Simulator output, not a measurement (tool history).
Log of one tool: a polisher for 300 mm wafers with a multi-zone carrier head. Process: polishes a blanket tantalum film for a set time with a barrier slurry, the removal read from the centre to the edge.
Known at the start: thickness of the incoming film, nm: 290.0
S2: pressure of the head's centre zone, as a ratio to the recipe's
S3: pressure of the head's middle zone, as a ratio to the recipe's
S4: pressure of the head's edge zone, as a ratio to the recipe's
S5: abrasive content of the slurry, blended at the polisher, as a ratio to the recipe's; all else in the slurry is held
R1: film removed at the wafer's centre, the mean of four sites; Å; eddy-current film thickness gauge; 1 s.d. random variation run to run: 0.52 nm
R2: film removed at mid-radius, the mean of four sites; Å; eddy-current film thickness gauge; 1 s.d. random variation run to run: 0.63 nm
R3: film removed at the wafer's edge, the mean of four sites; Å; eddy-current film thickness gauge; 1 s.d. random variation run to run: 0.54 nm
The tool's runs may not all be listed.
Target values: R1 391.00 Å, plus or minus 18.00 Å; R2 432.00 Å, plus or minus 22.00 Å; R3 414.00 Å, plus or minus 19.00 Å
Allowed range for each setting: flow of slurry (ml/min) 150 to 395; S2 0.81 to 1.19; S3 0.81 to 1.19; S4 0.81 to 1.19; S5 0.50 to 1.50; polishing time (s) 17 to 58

run 1 hour=0.0 | flow_of_slurry_(ml/min)=250 S2=1.00 S3=1.00 S4=1.00 S5=1.00 polishing_time_(s)=37 | R1=539.45 R2=541.63 R3=543.01
run 2 hour=5.0 | flow_of_slurry_(ml/min)=300 S2=1.00 S3=1.00 S4=1.00 S5=1.00 polishing_time_(s)=37 | R1=549.80 R2=549.67 R3=547.76
run 3 hour=10.3 | flow_of_slurry_(ml/min)=300 S2=1.00 S3=1.00 S4=1.00 S5=1.10 polishing_time_(s)=37 | R1=568.86 R2=553.82 R3=571.57
run 4 hour=10.9 | flow_of_slurry_(ml/min)=300 S2=0.98 S3=0.98 S4=0.99 S5=0.95 polishing_time_(s)=36 | R1=504.42 R2=508.82 R3=517.69
run 5 hour=12.3 | flow_of_slurry_(ml/min)=320 S2=0.98 S3=0.98 S4=0.99 S5=0.95 polishing_time_(s)=36 | R1=503.62 R2=514.75 R3=531.22
run 6 hour=16.2 | flow_of_slurry_(ml/min)=320 S2=0.98 S3=0.98 S4=0.95 S5=0.95 polishing_time_(s)=36 | R1=511.94 R2=506.96 R3=512.88
run 7 hour=17.2 | flow_of_slurry_(ml/min)=320 S2=0.96 S3=0.98 S4=0.93 S5=0.85 polishing_time_(s)=36 | R1=484.91 R2=479.87 R3=479.71
run 8 hour=23.3 | flow_of_slurry_(ml/min)=320 S2=0.93 S3=0.98 S4=0.92 S5=0.80 polishing_time_(s)=36 | R1=436.78 R2=478.29 R3=463.62
run 9 hour=26.0 | flow_of_slurry_(ml/min)=305 S2=0.92 S3=0.91 S4=0.82 S5=0.70 polishing_time_(s)=35 | R1=399.88 R2=413.03 R3=406.37
run 10 hour=29.9 | flow_of_slurry_(ml/min)=305 S2=0.91 S3=0.92 S4=0.82 S5=0.70 polishing_time_(s)=35 | R1=393.12 R2=410.45 R3=401.42

5 next moves are on the table. One of them brings every result within its allowed miss. Which?
run A hour=33.8 | flow_of_slurry_(ml/min)=280 S2=0.95 S3=0.92 S4=0.81 S5=0.70 polishing_time_(s)=32 | R1=? R2=? R3=?
run B hour=33.8 | flow_of_slurry_(ml/min)=260 S2=1.01 S3=0.91 S4=0.81 S5=0.70 polishing_time_(s)=34 | R1=? R2=? R3=?
run C hour=33.8 | flow_of_slurry_(ml/min)=395 S2=1.04 S3=0.87 S4=0.81 S5=0.85 polishing_time_(s)=31 | R1=? R2=? R3=?
run D hour=33.8 | flow_of_slurry_(ml/min)=290 S2=0.95 S3=0.81 S4=0.90 S5=0.85 polishing_time_(s)=30 | R1=? R2=? R3=?
run E hour=33.8 | flow_of_slurry_(ml/min)=315 S2=0.90 S3=0.98 S4=0.87 S5=0.70 polishing_time_(s)=35 | R1=? R2=? R3=?

move=A R1=365.98 R2=379.08 R3=366.55
move=B R1=410.61 R2=397.12 R3=387.59
move=C R1=444.98 R2=404.12 R3=403.44
move=D R1=382.83 R2=364.75 R3=402.24
move=E R1=383.32 R2=437.11 R3=416.63
A: moves away from the targets compared with the last run
B: moves away from the targets compared with the last run
C: moves away from the targets compared with the last run
D: moves away from the targets compared with the last run
E: every result within its allowed miss
Correct choice: E, which meets every target

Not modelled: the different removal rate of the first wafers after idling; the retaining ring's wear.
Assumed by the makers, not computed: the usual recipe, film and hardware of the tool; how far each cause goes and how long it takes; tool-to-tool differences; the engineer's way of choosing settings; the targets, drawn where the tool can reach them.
